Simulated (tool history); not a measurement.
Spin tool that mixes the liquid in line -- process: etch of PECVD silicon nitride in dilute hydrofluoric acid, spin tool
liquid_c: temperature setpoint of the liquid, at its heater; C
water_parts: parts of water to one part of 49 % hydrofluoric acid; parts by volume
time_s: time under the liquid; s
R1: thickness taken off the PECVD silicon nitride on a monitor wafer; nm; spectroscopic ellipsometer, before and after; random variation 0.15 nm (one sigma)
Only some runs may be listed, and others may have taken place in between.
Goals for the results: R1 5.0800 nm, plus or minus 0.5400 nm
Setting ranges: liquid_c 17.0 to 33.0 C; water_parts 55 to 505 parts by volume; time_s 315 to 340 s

{"run": 1, "day": 0.0, "liquid_c": 25.0, "water_parts": 280, "time_s": 315, "R1": 1.7624}
{"run": 2, "day": 0.321, "liquid_c": 25.0, "water_parts": 245, "time_s": 315, "R1": 1.958}
{"run": 3, "day": 0.508, "liquid_c": 25.0, "water_parts": 245, "time_s": 340, "R1": 2.1003}
{"run": 4, "day": 0.579, "liquid_c": 25.0, "water_parts": 245, "time_s": 315, "R1": 2.0495}
{"run": 5, "day": 0.692, "liquid_c": 25.0, "water_parts": 325, "time_s": 315, "R1": 1.5093}
{"run": 6, "day": 0.875, "liquid_c": 25.0, "water_parts": 325, "time_s": 340, "R1": 1.6136}
{"run": 7, "day": 0.95, "liquid_c": 26.5, "water_parts": 285, "time_s": 340, "R1": 2.1488}
{"run": 8, "day": 1.2, "liquid_c": 27.5, "water_parts": 260, "time_s": 340, "R1": 2.424}

Pick the move, out of 5, that brings all results within their allowed miss; only one does.
{"run": "A", "day": 1.45, "liquid_c": 28.5, "water_parts": 180, "time_s": 340, "R1": "?"}
{"run": "B", "day": 1.45, "liquid_c": 30.0, "water_parts": 180, "time_s": 340, "R1": "?"}
{"run": "C", "day": 1.45, "liquid_c": 30.0, "water_parts": 140, "time_s": 340, "R1": "?"}
{"run": "D", "day": 1.45, "liquid_c": 29.5, "water_parts": 175, "time_s": 340, "R1": "?"}
{"run": "E", "day": 1.45, "liquid_c": 32.5, "water_parts": 215, "time_s": 340, "R1": "?"}

move=A R1=3.7103
move=B R1=4.0644
move=C R1=5.2463
move=D R1=4.0578
move=E R1=3.9269
A: nearer than the last run, and not there yet
B: nearer than the last run, and not there yet
C: every result lands within tolerance
D: nearer than the last run, and not there yet
E: nearer than the last run, and not there yet
Answer: C

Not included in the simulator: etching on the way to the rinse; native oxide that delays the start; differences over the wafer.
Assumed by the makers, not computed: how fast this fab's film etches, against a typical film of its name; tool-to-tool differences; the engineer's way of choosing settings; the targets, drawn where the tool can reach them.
